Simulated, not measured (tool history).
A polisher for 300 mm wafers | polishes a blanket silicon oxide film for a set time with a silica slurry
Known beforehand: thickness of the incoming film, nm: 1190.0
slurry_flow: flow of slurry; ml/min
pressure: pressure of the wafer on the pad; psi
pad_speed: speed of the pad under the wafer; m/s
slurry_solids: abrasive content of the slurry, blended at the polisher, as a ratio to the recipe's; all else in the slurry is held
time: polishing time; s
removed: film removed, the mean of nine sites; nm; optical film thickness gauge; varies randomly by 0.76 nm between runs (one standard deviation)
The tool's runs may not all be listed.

run 1 day=0 | slurry_flow=270 pressure=3.5 pad_speed=1.08 slurry_solids=1 time=22 | removed=75.101
run 2 day=0.067 | slurry_flow=270 pressure=3.5 pad_speed=1.08 slurry_solids=1.1 time=22 | removed=77.669
run 3 day=0.129 | slurry_flow=305 pressure=3.5 pad_speed=1.08 slurry_solids=1.1 time=22 | removed=78.091
run 4 day=0.458 | slurry_flow=305 pressure=3.2 pad_speed=1.08 slurry_solids=1.1 time=22 | removed=72.593
run 5 day=0.525 | slurry_flow=305 pressure=3.9 pad_speed=1.08 slurry_solids=1.1 time=22 | removed=83.453
run 6 day=0.588 | slurry_flow=305 pressure=3.5 pad_speed=1.06 slurry_solids=1.1 time=22 | removed=79.349
run 7 day=0.621 | slurry_flow=300 pressure=3.2 pad_speed=1.04 slurry_solids=1.1 time=22 | removed=71.059
run 8 day=0.746 | slurry_flow=300 pressure=3 pad_speed=1.02 slurry_solids=1.1 time=22 | removed=65.975
run 9 day=0.9 | slurry_flow=300 pressure=2.9 pad_speed=1.02 slurry_solids=1.1 time=22 | removed=64.498

Forecast run 10:
-- day=1.242 head pressure recalibrated
run 10 day=1.242 | slurry_flow=300 pressure=2.8 pad_speed=1.02 slurry_solids=1.1 time=22 | removed=?

removed: 60.666 nm
